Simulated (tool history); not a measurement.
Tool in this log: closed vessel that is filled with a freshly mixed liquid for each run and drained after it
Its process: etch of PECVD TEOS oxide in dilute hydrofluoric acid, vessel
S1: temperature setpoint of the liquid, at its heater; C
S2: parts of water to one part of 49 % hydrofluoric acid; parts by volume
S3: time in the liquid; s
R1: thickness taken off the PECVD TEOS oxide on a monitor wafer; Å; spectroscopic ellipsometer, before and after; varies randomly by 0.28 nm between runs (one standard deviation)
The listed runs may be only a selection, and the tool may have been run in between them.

run,hour,S1,S2,S3,R1
1,0.0,26.0,75,90,210.00
2,6.5,28.0,70,90,242.44
3,7.4,30.5,70,90,268.17
4,13.3,30.5,60,90,319.89
5,20.5,32.0,60,90,337.22
6,24.7,32.0,60,90,337.71
7,29.6,32.0,60,90,335.50

What does the tool deliver on the next run?
8,37.8,32.5,60,90,?

R1: 341.69 Å

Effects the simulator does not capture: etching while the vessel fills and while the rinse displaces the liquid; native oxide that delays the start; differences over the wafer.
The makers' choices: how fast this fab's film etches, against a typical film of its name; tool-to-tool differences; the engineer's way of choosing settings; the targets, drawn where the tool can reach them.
